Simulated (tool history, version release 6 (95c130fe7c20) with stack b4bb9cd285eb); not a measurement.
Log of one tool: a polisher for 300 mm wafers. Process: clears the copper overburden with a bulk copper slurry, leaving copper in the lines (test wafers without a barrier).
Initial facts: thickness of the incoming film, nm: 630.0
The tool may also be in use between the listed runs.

run,day,flow of slurry (ml/min),pressure of the wafer on the pad (psi),speed of the pad under the wafer (m/s),abrasive content of the slurry,overpolish time after the end point (s),time until the end point was called (s),dishing of a wide line in a test structure (Å)
1,0.000,140,2.2,1.08,1.00,21,66.324,895.14
2,0.304,140,2.2,1.08,0.85,21,71.621,878.82
3,0.508,140,2.7,1.08,0.85,21,56.828,1007.30
4,0.883,140,2.7,0.84,0.85,21,70.488,907.23
5,0.975,140,2.7,1.02,0.85,21,59.640,1010.90
6,1.221,135,2.5,1.08,0.95,18,61.048,911.01
7,1.517,150,2.2,1.16,1.00,16,64.354,792.93
8,1.671,190,1.6,1.46,1.25,6,65.351,342.88
9,1.792,185,1.7,1.44,1.20,7,61.408,415.29
# day 1.938: slurry nozzle cleaned
10,1.938,185,1.7,1.44,1.20,7,61.855,437.43
11,1.967,180,1.7,1.44,1.15,7,61.740,423.93
12,2.067,175,1.7,1.44,1.10,7,62.294,420.03
13,2.400,175,1.7,1.44,1.10,7,63.239,416.15

Estimate the outcome of run 14 from the log above:
14,2.750,175,1.7,1.42,1.10,8,?,?

time until the end point was called (s): 63.517
dishing of a wide line in a test structure (Å): 453.20
